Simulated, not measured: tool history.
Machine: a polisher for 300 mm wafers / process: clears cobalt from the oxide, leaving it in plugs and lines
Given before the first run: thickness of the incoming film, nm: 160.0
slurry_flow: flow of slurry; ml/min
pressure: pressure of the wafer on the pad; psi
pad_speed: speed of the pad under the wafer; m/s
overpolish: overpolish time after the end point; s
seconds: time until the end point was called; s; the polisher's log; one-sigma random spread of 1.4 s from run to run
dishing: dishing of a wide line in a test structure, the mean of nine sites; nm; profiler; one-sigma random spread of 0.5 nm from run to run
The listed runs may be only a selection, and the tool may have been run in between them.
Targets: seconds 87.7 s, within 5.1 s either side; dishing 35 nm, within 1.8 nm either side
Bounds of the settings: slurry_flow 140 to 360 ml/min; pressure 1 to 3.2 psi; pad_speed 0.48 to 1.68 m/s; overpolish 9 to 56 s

Run 1, day 0: slurry_flow 230 ml/min, pressure 2.1 psi, pad_speed 1.08 m/s, overpolish 29 s. Result: seconds 38.01 s, dishing 44.189 nm.
Run 2, day 0.229: slurry_flow 230 ml/min, pressure 2.1 psi, pad_speed 1.08 m/s, overpolish 22 s. Result: seconds 39.14 s, dishing 42.235 nm.
Run 3, day 0.508: slurry_flow 230 ml/min, pressure 2.1 psi, pad_speed 1.08 m/s, overpolish 13 s. Result: seconds 39.02 s, dishing 35.351 nm.
Run 4, day 0.862: slurry_flow 230 ml/min, pressure 2.6 psi, pad_speed 1.08 m/s, overpolish 13 s. Result: seconds 31.123 s, dishing 37.408 nm.
Run 5, day 0.958: slurry_flow 230 ml/min, pressure 2.4 psi, pad_speed 1.02 m/s, overpolish 14 s. Result: seconds 35.621 s, dishing 36.624 nm.
Run 6, day 1.208: slurry_flow 230 ml/min, pressure 2.2 psi, pad_speed 0.98 m/s, overpolish 15 s. Result: seconds 41.247 s, dishing 36.261 nm.
Run 7, day 1.496: slurry_flow 230 ml/min, pressure 2 psi, pad_speed 0.96 m/s, overpolish 16 s. Result: seconds 44.871 s, dishing 34.593 nm.
Run 8, day 1.571: slurry_flow 230 ml/min, pressure 1.9 psi, pad_speed 0.92 m/s, overpolish 19 s. Result: seconds 49.099 s, dishing 36.484 nm.
Run 9, day 1.85: slurry_flow 225 ml/min, pressure 1.3 psi, pad_speed 0.72 m/s, overpolish 14 s. Result: seconds 92.886 s, dishing 21.271 nm.
Run 10, day 2.158: slurry_flow 225 ml/min, pressure 1.3 psi, pad_speed 0.72 m/s, overpolish 18 s. Result: seconds 90.242 s, dishing 25.443 nm.
Run 11, day 2.367: slurry_flow 225 ml/min, pressure 1.3 psi, pad_speed 0.72 m/s, overpolish 20 s. Result: seconds 91.743 s, dishing 27.647 nm.
Run 12, day 2.525: slurry_flow 225 ml/min, pressure 1.3 psi, pad_speed 0.72 m/s, overpolish 21 s. Result: seconds 92.768 s, dishing 28.088 nm.
Run 13, day 2.779: slurry_flow 225 ml/min, pressure 1.3 psi, pad_speed 0.72 m/s, overpolish 22 s. Result: seconds 91.736 s, dishing 29.138 nm.
Run 14, day 2.892: slurry_flow 225 ml/min, pressure 1.4 psi, pad_speed 0.72 m/s, overpolish 36 s. Result: seconds 85.191 s, dishing 38.947 nm.
Run 15, day 3.204: slurry_flow 225 ml/min, pressure 1.4 psi, pad_speed 0.72 m/s, overpolish 35 s. Result: seconds 86.12 s, dishing 37.298 nm.
Run 16, day 3.321: slurry_flow 225 ml/min, pressure 1.4 psi, pad_speed 0.72 m/s, overpolish 33 s. Result: seconds 82.664 s, dishing 36.889 nm.

Which one of the following 5 next-run settings gets every result inside its allowed miss? There is exactly one.
Run A, day 3.438: slurry_flow 220 ml/min, pressure 1.3 psi, pad_speed 0.86 m/s, overpolish 37 s. Result: seconds ?, dishing ?.
Run B, day 3.438: slurry_flow 270 ml/min, pressure 1.4 psi, pad_speed 0.68 m/s, overpolish 31 s. Result: seconds ?, dishing ?.
Run C, day 3.438: slurry_flow 255 ml/min, pressure 1.3 psi, pad_speed 0.72 m/s, overpolish 40 s. Result: seconds ?, dishing ?.
Run D, day 3.438: slurry_flow 245 ml/min, pressure 1.4 psi, pad_speed 0.8 m/s, overpolish 32 s. Result: seconds ?, dishing ?.
Run E, day 3.438: slurry_flow 255 ml/min, pressure 1.5 psi, pad_speed 0.74 m/s, overpolish 36 s. Result: seconds ?, dishing ?.

move  seconds  dishing
   A   77.698   41.183
   B   88.482   36.412
   C   90.485   40.218
   D   76.567   39.224
   E    76.88   40.947
A: its largest miss is bigger than the last run's
B: each result inside its tolerance
C: its largest miss is bigger than the last run's
D: its largest miss is bigger than the last run's
E: its largest miss is bigger than the last run's
Go with B: it meets all targets.
